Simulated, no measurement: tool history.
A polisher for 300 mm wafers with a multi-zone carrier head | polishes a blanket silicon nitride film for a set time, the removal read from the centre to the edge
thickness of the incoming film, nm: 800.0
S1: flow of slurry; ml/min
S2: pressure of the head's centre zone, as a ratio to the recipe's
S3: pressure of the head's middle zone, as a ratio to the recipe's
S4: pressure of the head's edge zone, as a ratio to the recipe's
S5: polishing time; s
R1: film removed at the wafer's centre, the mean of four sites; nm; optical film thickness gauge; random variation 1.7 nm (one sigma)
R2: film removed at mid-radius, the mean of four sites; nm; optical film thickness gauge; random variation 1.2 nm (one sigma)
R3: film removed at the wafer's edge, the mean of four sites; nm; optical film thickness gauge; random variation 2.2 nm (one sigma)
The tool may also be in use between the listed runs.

Run 1, hour 0.0: S1 210 ml/min, S2 1.00, S3 1.00, S4 1.00, S5 86 s. Result: R1 209.23 nm, R2 206.39 nm, R3 199.69 nm.
Run 2, hour 4.8: S1 210 ml/min, S2 1.00, S3 1.00, S4 0.96, S5 86 s. Result: R1 210.70 nm, R2 207.18 nm, R3 195.02 nm.
Run 3, hour 12.5: S1 210 ml/min, S2 1.00, S3 1.08, S4 0.96, S5 86 s. Result: R1 208.06 nm, R2 219.83 nm, R3 194.41 nm.
Run 4, hour 20.9: S1 200 ml/min, S2 1.02, S3 1.03, S4 0.96, S5 83 s. Result: R1 205.38 nm, R2 202.22 nm, R3 187.99 nm.
Run 5, hour 24.8: S1 180 ml/min, S2 1.02, S3 1.03, S4 0.96, S5 83 s. Result: R1 202.69 nm, R2 200.53 nm, R3 184.50 nm.
Run 6, hour 30.3: S1 175 ml/min, S2 1.03, S3 0.99, S4 0.97, S5 81 s. Result: R1 198.82 nm, R2 186.78 nm, R3 183.19 nm.

Run 7 comes next. What will it give?
Run 7, hour 33.9: S1 155 ml/min, S2 1.09, S3 0.89, S4 0.87, S5 73 s. Result: R1 ?, R2 ?, R3 ?.

Run 7 gave R1 185.28 nm, R2 150.64 nm, R3 158.46 nm.
